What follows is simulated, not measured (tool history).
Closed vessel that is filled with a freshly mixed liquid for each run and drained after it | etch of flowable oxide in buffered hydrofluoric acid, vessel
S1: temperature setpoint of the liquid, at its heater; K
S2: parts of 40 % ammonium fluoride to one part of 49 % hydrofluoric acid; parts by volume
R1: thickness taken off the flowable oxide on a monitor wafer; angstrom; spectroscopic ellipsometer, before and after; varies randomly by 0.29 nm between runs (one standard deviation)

Run 1, hour 0.0: S1 294.15 K, S2 16.0 parts by volume, time in the liquid (s) 30. Result: R1 397.84 angstrom.
Run 2, hour 3.3: S1 294.15 K, S2 16.0 parts by volume, time in the liquid (s) 30. Result: R1 402.36 angstrom.
Run 3, hour 6.4: S1 294.15 K, S2 14.5 parts by volume, time in the liquid (s) 30. Result: R1 448.55 angstrom.
Run 4, hour 10.6: S1 293.65 K, S2 15.0 parts by volume, time in the liquid (s) 30. Result: R1 419.63 angstrom.
Run 5, hour 16.4: S1 293.65 K, S2 16.5 parts by volume, time in the liquid (s) 30. Result: R1 377.34 angstrom.
Run 6, hour 20.8: S1 296.15 K, S2 16.5 parts by volume, time in the liquid (s) 30. Result: R1 437.73 angstrom.
Run 7, hour 24.7: S1 295.15 K, S2 16.5 parts by volume, time in the liquid (s) 30. Result: R1 411.97 angstrom.
Run 8, hour 31.0: S1 294.15 K, S2 16.5 parts by volume, time in the liquid (s) 30. Result: R1 393.41 angstrom.

Run 9 is up next; what results do you expect?
Run 9, hour 36.6: S1 293.65 K, S2 16.5 parts by volume, time in the liquid (s) 30. Result: R1 ?.

R1: 381.32 angstrom

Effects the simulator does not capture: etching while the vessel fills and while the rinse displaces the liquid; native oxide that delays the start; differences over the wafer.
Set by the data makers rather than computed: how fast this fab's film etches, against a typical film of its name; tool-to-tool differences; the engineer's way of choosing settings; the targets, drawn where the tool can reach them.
